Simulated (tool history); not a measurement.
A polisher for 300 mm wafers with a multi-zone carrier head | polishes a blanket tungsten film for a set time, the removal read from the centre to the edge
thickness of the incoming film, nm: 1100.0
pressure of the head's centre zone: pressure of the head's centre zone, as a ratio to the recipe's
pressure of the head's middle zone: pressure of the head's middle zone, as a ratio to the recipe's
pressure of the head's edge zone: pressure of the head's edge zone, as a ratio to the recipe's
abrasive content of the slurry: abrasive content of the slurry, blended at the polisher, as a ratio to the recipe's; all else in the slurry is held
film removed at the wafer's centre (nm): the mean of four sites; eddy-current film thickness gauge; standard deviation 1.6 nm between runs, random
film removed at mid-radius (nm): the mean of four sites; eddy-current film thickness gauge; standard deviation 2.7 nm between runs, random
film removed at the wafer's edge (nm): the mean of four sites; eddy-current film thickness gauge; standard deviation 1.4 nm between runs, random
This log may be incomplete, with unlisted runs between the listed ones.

run,hour,flow of slurry (ml/min),pressure of the head's centre zone,pressure of the head's middle zone,pressure of the head's edge zone,abrasive content of the slurry,polishing time (s),film removed at the wafer's centre (nm),film removed at mid-radius (nm),film removed at the wafer's edge (nm)
1,0,245,1,1,1,1,78,299.49,286.32,308.73
2,4.7,245,1,1.05,1,1,78,296.15,313.73,308.24
3,9.7,215,1,1.05,1,1,78,294.32,304.14,304.04
4,14.8,180,1,1.05,1,1,78,280.37,289.1,295.53
5,18.7,175,0.96,1.02,0.98,0.9,76,259.9,266.96,279.45
6,24.5,170,0.93,1,0.98,0.8,74,239.18,250.44,265.93
7,28.3,165,0.91,0.97,0.97,0.75,72,226.96,241.13,254.31

Run 8 has not been measured yet. What should we expect?
8,32.4,160,0.9,0.94,0.98,0.7,70,?,?,?

film removed at the wafer's centre (nm): 216.12
film removed at mid-radius (nm): 226.04
film removed at the wafer's edge (nm): 242.05
